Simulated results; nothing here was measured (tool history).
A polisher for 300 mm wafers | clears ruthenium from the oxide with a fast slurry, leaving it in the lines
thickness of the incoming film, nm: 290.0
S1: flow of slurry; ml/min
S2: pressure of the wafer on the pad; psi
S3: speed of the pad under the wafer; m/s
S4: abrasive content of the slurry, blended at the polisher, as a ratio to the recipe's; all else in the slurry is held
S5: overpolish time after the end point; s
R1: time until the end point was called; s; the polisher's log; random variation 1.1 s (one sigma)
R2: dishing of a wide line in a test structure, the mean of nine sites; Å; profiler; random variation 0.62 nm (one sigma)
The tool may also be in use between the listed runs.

{"run": 1, "hour": 0.0, "S1": 130, "S2": 3.4, "S3": 0.98, "S4": 1.0, "S5": 23, "R1": 57.908, "R2": 805.49}
{"run": 2, "hour": 8.0, "S1": 135, "S2": 3.4, "S3": 0.98, "S4": 1.0, "S5": 20, "R1": 56.778, "R2": 758.7}
{"run": 3, "hour": 13.7, "S1": 135, "S2": 4.2, "S3": 0.98, "S4": 1.0, "S5": 20, "R1": 49.378, "R2": 836.54}
{"run": 4, "hour": 15.7, "S1": 135, "S2": 4.2, "S3": 0.98, "S4": 1.0, "S5": 24, "R1": 46.397, "R2": 977.85}
{"run": 5, "hour": 17.8, "S1": 135, "S2": 5.0, "S3": 0.98, "S4": 1.0, "S5": 24, "R1": 41.466, "R2": 1103.6}
{"run": 6, "hour": 19.5, "S1": 135, "S2": 5.0, "S3": 1.16, "S4": 1.0, "S5": 24, "R1": 34.746, "R2": 1191.3}
{"run": 7, "hour": 24.2, "S1": 140, "S2": 4.5, "S3": 1.18, "S4": 0.95, "S5": 21, "R1": 39.916, "R2": 1033.2}
{"run": 8, "hour": 25.1, "S1": 140, "S2": 4.1, "S3": 1.16, "S4": 1.0, "S5": 18, "R1": 40.303, "R2": 889.46}

The next listed run, before its measurement:
{"run": 9, "hour": 32.1, "S1": 140, "S2": 4.1, "S3": 1.16, "S4": 1.0, "S5": 18, "R1": "?", "R2": "?"}

Run 9 gave R1 40.512 s, R2 870.13 Å.
